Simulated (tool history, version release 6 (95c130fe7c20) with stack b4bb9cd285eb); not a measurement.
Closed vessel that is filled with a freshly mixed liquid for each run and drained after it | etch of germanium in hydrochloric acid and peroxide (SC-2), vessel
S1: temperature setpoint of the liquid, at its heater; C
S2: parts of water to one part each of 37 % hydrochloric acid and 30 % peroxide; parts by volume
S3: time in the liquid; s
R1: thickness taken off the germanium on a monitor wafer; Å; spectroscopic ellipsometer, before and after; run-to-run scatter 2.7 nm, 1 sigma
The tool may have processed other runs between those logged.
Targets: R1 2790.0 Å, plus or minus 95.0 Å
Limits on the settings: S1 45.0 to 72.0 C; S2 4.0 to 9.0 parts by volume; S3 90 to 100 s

| run | hour | S1 | S2 | S3 | R1 |
|---|---|---|---|---|---|
| 1 | 0.0 | 61.0 | 5.0 | 90 | 3456.6 |
| 2 | 3.3 | 66.5 | 5.0 | 90 | 4182.2 |
| 3 | 4.5 | 65.0 | 5.0 | 90 | 3978.1 |
| 4 | 11.5 | 65.0 | 4.0 | 90 | 3928.2 |
| 5 | 14.1 | 65.0 | 4.0 | 100 | 4460.9 |
| 6 | 19.7 | 63.5 | 4.0 | 100 | 4198.8 |
| 7 | 26.2 | 55.5 | 4.0 | 100 | 3267.4 |
| 8 | 33.7 | 55.0 | 4.0 | 100 | 3261.3 |
| 9 | 34.9 | 54.5 | 4.0 | 100 | 3216.2 |

Below are 5 possible settings for the next run. Only one of them brings all results inside the allowed miss of their targets. Which is it?
| A | 36.1 | 53.5 | 4.0 | 90 | ? |
| B | 36.1 | 50.0 | 4.0 | 90 | ? |
| C | 36.1 | 50.5 | 4.0 | 90 | ? |
| D | 36.1 | 54.0 | 4.0 | 100 | ? |
| E | 36.1 | 55.5 | 6.5 | 95 | ? |

| move | R1 |
|---|---|
| A | 2777.6 |
| B | 2483.4 |
| C | 2523.8 |
| D | 3135.3 |
| E | 3075.9 |
A: every result lands within tolerance
B: takes the result that was furthest off past its target
C: takes the result that was furthest off past its target
D: better than the last run, though not everything is in spec
E: better than the last run, though not everything is in spec
The right move is A.
